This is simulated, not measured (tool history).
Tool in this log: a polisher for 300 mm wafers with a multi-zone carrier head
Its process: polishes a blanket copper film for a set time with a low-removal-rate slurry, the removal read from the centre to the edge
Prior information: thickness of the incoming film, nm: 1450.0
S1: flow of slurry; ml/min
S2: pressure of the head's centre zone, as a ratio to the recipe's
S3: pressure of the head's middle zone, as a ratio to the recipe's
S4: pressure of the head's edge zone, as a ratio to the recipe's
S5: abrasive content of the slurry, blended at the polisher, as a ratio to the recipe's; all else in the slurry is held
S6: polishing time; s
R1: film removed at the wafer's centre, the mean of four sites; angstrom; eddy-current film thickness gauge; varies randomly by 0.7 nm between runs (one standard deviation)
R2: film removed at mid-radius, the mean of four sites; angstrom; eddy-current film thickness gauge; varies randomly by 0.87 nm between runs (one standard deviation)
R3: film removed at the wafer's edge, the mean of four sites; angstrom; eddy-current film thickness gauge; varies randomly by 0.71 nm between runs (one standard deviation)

run	hour	S1	S2	S3	S4	S5	S6	R1	R2	R3
1	0.0	270	1.00	1.00	1.00	1.00	54	1511.00	1424.60	1461.30
2	9.0	270	1.00	1.00	1.00	0.85	54	1432.00	1342.90	1391.00
3	15.9	270	1.00	1.00	1.00	0.70	54	1343.70	1306.90	1349.60
4	20.7	265	1.01	0.96	0.97	0.65	47	1165.40	1111.10	1099.20
5	22.0	265	1.01	0.96	0.97	0.50	47	1090.50	983.06	1020.80
6	28.4	265	1.01	0.96	0.97	0.50	47	1075.80	996.33	1010.90
7	31.1	255	1.01	0.92	0.99	0.50	43	982.02	855.19	949.98
8	33.8	250	0.97	0.84	0.89	0.50	30	669.26	553.77	622.48
9	40.0	265	0.98	0.85	0.92	0.50	30	674.01	566.10	651.46
10	40.7	270	1.00	0.87	0.94	0.50	30	686.37	584.94	655.10
11	49.1	300	1.06	0.88	1.04	0.70	31	841.83	668.48	773.75
12	58.1	300	1.04	0.88	1.02	0.70	31	827.64	673.50	780.10
13	65.4	290	1.03	0.88	1.00	0.70	31	812.90	693.53	762.01
14	66.6	290	1.02	0.87	0.99	0.70	31	803.96	668.68	759.73
15	73.1	285	1.01	0.86	0.98	0.70	31	775.43	667.31	771.01
16	80.3	285	1.01	0.86	0.97	0.70	31	790.32	660.45	764.75
17	82.8	280	1.01	0.86	0.96	0.70	31	790.60	655.64	756.39

For run 18, what comes out?
18	88.6	280	1.01	0.86	0.95	0.70	31	?	?	?

R1: 786.33 angstrom
R2: 665.25 angstrom
R3: 749.04 angstrom

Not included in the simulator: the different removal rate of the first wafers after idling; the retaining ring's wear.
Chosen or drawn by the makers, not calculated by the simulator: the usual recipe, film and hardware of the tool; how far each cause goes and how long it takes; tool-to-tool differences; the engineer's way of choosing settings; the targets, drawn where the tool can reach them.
